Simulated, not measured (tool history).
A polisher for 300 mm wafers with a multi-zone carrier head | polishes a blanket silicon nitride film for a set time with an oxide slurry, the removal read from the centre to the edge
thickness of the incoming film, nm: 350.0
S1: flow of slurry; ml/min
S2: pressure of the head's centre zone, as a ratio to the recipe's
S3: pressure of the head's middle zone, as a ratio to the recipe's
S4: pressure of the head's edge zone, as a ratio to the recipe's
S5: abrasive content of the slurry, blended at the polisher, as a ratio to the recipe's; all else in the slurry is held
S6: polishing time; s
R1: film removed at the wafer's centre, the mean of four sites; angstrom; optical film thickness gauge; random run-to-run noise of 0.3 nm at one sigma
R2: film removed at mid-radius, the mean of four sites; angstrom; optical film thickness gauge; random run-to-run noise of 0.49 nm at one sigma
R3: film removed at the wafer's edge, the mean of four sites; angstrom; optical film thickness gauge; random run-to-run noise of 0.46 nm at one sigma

run	hour	S1	S2	S3	S4	S5	S6	R1	R2	R3
1	0.0	245	1.00	1.00	1.00	1.00	69	445.12	438.02	442.59
2	3.4	250	1.01	1.01	0.97	0.90	69	425.86	431.03	427.95
3	6.5	250	1.01	1.01	0.97	1.10	69	469.38	458.35	467.94
4	12.3	250	1.01	1.01	1.04	1.10	69	466.96	486.19	494.63
5	16.1	240	1.00	1.02	1.00	1.00	69	438.63	457.70	445.46
6	20.2	285	1.00	1.02	1.00	1.00	69	456.91	464.65	454.70
7	25.3	300	0.98	1.01	0.97	0.90	69	416.85	435.23	433.54

Estimate the outcome of run 8 from the log above:
8	30.2	290	1.00	1.02	0.94	0.85	69	?	?	?

For run 8 the tool returned R1 417.46 angstrom, R2 420.20 angstrom, R3 409.90 angstrom.

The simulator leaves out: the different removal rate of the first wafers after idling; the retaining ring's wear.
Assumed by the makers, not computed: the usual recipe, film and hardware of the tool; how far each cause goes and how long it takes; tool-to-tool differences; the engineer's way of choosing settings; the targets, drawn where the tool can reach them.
